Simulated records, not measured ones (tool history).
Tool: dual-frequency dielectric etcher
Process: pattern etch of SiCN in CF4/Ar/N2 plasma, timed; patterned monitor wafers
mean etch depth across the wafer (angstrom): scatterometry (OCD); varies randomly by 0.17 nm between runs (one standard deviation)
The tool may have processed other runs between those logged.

| run | hour | source power (kW) | bias power (kW) | Ar flow (sccm) | CF4 flow (sccm) | etch time (s) | mean etch depth across the wafer (angstrom) |
|---|---|---|---|---|---|---|---|
| 1 | 0 | 0.49 | 0.067 | 122 | 48 | 51 | 389.39 |
| 2 | 8.1 | 0.5 | 0.067 | 122 | 48 | 51 | 394.12 |
| 3 | 9.7 | 0.51 | 0.067 | 122 | 48 | 51 | 398.75 |
| 4 | 13.3 | 0.51 | 0.067 | 137 | 48 | 51 | 393 |
| 5 | 18.9 | 0.51 | 0.06 | 137 | 48 | 51 | 376.91 |
| 6 | 22.6 | 0.53 | 0.06 | 137 | 48 | 51 | 387.94 |
| 7 | 29.3 | 0.54 | 0.06 | 137 | 48 | 51 | 387.76 |
| 8 | 35.4 | 0.56 | 0.06 | 137 | 48 | 51 | 398.99 |
| 9 | 37.8 | 0.57 | 0.06 | 137 | 48 | 51 | 401.27 |

Expected results for the next run?
| 10 | 41.5 | 0.58 | 0.06 | 137 | 48 | 51 | ? |

Run 10 measured mean etch depth across the wafer (angstrom) 409.05.
